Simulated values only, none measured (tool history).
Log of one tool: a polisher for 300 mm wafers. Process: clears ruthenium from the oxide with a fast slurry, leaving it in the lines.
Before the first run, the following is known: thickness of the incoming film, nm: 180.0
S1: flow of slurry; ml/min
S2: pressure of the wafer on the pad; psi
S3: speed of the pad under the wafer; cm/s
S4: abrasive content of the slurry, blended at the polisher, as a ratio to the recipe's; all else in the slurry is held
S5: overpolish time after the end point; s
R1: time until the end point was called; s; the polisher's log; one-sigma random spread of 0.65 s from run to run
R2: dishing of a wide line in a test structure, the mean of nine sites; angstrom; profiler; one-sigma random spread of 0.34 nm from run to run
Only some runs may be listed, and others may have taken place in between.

run 1 day=0.000 | S1=230 S2=3.4 S3=108 S4=1.0 S5=8 | R1=33.147 R2=384.38
run 2 day=0.142 | S1=230 S2=4.2 S3=108 S4=1.0 S5=8 | R1=28.618 R2=443.67
run 3 day=0.396 | S1=230 S2=3.8 S3=108 S4=1.0 S5=7 | R1=32.142 R2=363.44
run 4 day=0.504 | S1=230 S2=3.7 S3=108 S4=1.0 S5=6 | R1=31.690 R2=311.67
run 5 day=0.550 | S1=230 S2=3.7 S3=108 S4=1.0 S5=9 | R1=31.934 R2=440.72
run 6 day=0.800 | S1=230 S2=3.5 S3=108 S4=1.0 S5=8 | R1=32.431 R2=379.17

What does the tool deliver on the next run?
run 7 day=0.992 | S1=230 S2=3.2 S3=108 S4=1.0 S5=7 | R1=? R2=?

{"run 7": {"R1": 36.243, "R2": 314.29}}
